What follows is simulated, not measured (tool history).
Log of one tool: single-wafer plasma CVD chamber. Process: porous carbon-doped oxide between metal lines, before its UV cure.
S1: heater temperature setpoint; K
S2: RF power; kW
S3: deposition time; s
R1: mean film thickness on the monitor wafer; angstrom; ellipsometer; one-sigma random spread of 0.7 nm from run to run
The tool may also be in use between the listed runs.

run    day      S1     S2    S3      R1
  1  0.000  558.15  0.615  31.9  2416.4
  2  0.154  561.15  0.610  31.9  2347.3
  3  0.404  555.15  0.610  31.9  2447.6
  4  0.458  559.15  0.605  31.9  2369.1
  5  0.633  551.15  0.605  31.9  2493.1
  6  0.692  551.15  0.605  32.9  2582.3
  7  0.846  555.15  0.595  32.9  2453.3
  8  1.167  559.15  0.590  32.9  2394.5

Estimate the outcome of run 9 from the log above:
  9  1.533  562.15  0.585  32.9   ?

{"run 9": {"R1": 2303.9}}
